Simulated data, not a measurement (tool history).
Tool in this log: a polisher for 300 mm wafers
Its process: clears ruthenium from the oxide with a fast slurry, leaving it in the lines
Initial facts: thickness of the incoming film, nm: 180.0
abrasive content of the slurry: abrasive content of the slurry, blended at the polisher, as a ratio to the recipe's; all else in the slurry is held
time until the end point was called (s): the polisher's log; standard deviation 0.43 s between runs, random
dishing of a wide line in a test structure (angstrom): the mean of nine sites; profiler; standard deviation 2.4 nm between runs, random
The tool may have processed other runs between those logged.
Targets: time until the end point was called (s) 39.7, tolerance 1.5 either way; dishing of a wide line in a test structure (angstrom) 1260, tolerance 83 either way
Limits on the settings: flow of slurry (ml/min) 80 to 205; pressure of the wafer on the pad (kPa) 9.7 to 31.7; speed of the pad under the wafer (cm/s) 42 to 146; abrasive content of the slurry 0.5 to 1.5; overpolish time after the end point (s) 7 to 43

run,hour,flow of slurry (ml/min),pressure of the wafer on the pad (kPa),speed of the pad under the wafer (cm/s),abrasive content of the slurry,overpolish time after the end point (s),time until the end point was called (s),dishing of a wide line in a test structure (angstrom)
1,0,135,20.7,94,1,22,40.928,861.29
2,6.4,135,20.7,108,1,22,36.676,944.46
3,14.1,135,20.7,98,1,22,39.96,899.25
4,22.3,135,20.7,116,1,22,35.796,983.88
5,23.2,135,17.2,116,1,22,38.476,883.9
6,28.1,135,17.2,114,1,25,39.4,999.06
7,34.1,135,17.2,114,1,27,40.382,1051
8,37.8,135,17.2,114,1,28,39.205,1112.5
9,39.7,135,17.2,114,1,29,39.951,1123.1

Which single option among these 4 for the next run brings every result within its allowed miss of target? Just one does.
A,41.6,140,17.2,112,0.9,25,?,?
B,41.6,155,14.5,120,0.95,27,?,?
C,41.6,125,16.5,118,0.95,25,?,?
D,41.6,120,17.9,110,1.15,34,?,?

move,time until the end point was called (s),dishing of a wide line in a test structure (angstrom)
A,41.245,913.64
B,41.742,962.32
C,40.823,921.23
D,39.051,1206.8
A: moves away from the targets compared with the last run
B: moves away from the targets compared with the last run
C: moves away from the targets compared with the last run
D: hits every target within its allowed miss
Correct choice: D, which meets every target

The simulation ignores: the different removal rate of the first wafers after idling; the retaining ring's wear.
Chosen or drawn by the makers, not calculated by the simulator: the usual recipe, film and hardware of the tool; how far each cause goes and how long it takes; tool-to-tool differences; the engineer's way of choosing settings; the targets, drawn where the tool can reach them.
